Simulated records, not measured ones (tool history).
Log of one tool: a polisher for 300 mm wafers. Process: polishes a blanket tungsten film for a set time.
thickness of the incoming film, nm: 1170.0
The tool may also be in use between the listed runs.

run,day,flow of slurry (ml/min),pressure of the wafer on the pad (psi),speed of the pad under the wafer (m/s),abrasive content of the slurry,polishing time (s),film removed (Å)
1,0.000,310,4.4,1.22,1.00,36,1943.0
2,0.158,310,4.4,1.22,1.20,36,1975.5
3,0.179,305,3.8,1.22,1.20,36,1827.4
4,0.550,305,3.8,1.22,1.05,36,1776.9
5,0.838,305,3.8,1.22,0.95,36,1734.4
6,1.104,305,3.3,1.22,0.95,36,1573.9
7,1.192,305,3.0,1.22,0.95,36,1467.6

The next listed run, before its measurement:
8,1.271,305,2.8,1.22,0.95,36,?

Run 8 gave film removed (Å) 1421.2.

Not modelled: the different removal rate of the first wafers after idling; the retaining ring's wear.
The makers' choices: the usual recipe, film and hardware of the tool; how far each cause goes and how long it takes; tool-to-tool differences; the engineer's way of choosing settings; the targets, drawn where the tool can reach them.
